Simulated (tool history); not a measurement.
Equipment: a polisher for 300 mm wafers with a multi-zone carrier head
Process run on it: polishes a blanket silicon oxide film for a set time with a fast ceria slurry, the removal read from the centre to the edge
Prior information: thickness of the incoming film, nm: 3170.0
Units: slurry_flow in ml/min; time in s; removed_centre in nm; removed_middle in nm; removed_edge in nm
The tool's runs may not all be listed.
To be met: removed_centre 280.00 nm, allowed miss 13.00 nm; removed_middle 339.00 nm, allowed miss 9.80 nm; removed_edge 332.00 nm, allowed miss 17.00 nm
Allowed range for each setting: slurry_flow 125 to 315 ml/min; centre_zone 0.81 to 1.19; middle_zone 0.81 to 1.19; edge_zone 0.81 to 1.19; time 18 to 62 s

run 1 day=0.000 | slurry_flow=205 centre_zone=1.00 middle_zone=1.00 edge_zone=1.00 time=40 | removed_centre=257.44 removed_middle=260.93 removed_edge=259.40
run 2 day=0.108 | slurry_flow=210 centre_zone=0.98 middle_zone=1.03 edge_zone=1.04 time=42 | removed_centre=271.57 removed_middle=280.00 removed_edge=277.24
run 3 day=0.438 | slurry_flow=210 centre_zone=0.98 middle_zone=1.11 edge_zone=1.04 time=42 | removed_centre=266.51 removed_middle=300.48 removed_edge=278.07
run 4 day=0.696 | slurry_flow=210 centre_zone=0.98 middle_zone=1.11 edge_zone=1.04 time=38 | removed_centre=239.75 removed_middle=271.70 removed_edge=245.55
run 5 day=1.017 | slurry_flow=230 centre_zone=0.98 middle_zone=1.11 edge_zone=1.04 time=38 | removed_centre=249.63 removed_middle=277.83 removed_edge=258.60
run 6 day=1.071 | slurry_flow=230 centre_zone=0.98 middle_zone=1.17 edge_zone=1.04 time=38 | removed_centre=242.88 removed_middle=288.76 removed_edge=257.39
run 7 day=1.292 | slurry_flow=245 centre_zone=0.96 middle_zone=1.17 edge_zone=1.07 time=39 | removed_centre=249.25 removed_middle=296.34 removed_edge=267.14
run 8 day=1.550 | slurry_flow=255 centre_zone=0.94 middle_zone=1.16 edge_zone=1.10 time=41 | removed_centre=257.06 removed_middle=310.54 removed_edge=284.96
run 9 day=1.625 | slurry_flow=265 centre_zone=0.93 middle_zone=1.15 edge_zone=1.12 time=42 | removed_centre=259.33 removed_middle=319.12 removed_edge=288.66
run 10 day=1.967 | slurry_flow=260 centre_zone=0.92 middle_zone=1.12 edge_zone=1.14 time=44 | removed_centre=267.28 removed_middle=324.27 removed_edge=315.03
run 11 day=2.029 | slurry_flow=265 centre_zone=0.92 middle_zone=1.12 edge_zone=1.15 time=44 | removed_centre=272.56 removed_middle=323.65 removed_edge=314.94
run 12 day=2.167 | slurry_flow=270 centre_zone=0.92 middle_zone=1.12 edge_zone=1.16 time=44 | removed_centre=278.90 removed_middle=324.59 removed_edge=316.45
run 13 day=2.467 | slurry_flow=270 centre_zone=0.91 middle_zone=1.12 edge_zone=1.17 time=44 | removed_centre=264.41 removed_middle=323.26 removed_edge=317.02
run 14 day=2.675 | slurry_flow=275 centre_zone=0.91 middle_zone=1.12 edge_zone=1.17 time=44 | removed_centre=263.68 removed_middle=327.36 removed_edge=319.39
run 15 day=2.708 | slurry_flow=280 centre_zone=0.92 middle_zone=1.12 edge_zone=1.17 time=44 | removed_centre=271.43 removed_middle=331.22 removed_edge=317.70

Consider the 4 candidate settings below. Which is the only one whose results all fall within their allowed miss of target?
run A day=2.742 | slurry_flow=290 centre_zone=0.90 middle_zone=1.10 edge_zone=1.17 time=46 | removed_centre=? removed_middle=? removed_edge=?
run B day=2.742 | slurry_flow=260 centre_zone=1.00 middle_zone=1.05 edge_zone=1.18 time=46 | removed_centre=? removed_middle=? removed_edge=?
run C day=2.742 | slurry_flow=315 centre_zone=0.97 middle_zone=1.16 edge_zone=1.15 time=41 | removed_centre=? removed_middle=? removed_edge=?
run D day=2.742 | slurry_flow=315 centre_zone=1.06 middle_zone=1.17 edge_zone=1.05 time=41 | removed_centre=? removed_middle=? removed_edge=?

move=A removed_centre=278.91 removed_middle=333.67 removed_edge=334.60
move=B removed_centre=306.29 removed_middle=317.58 removed_edge=333.50
move=C removed_centre=270.49 removed_middle=312.95 removed_edge=297.09
move=D removed_centre=295.81 removed_middle=315.07 removed_edge=283.69
A: every result within its allowed miss
B: brings the last run's worst result on target, with another outside its allowed miss
C: the biggest miss grows against the last run
D: the biggest miss grows against the last run
Move A is the one to make.

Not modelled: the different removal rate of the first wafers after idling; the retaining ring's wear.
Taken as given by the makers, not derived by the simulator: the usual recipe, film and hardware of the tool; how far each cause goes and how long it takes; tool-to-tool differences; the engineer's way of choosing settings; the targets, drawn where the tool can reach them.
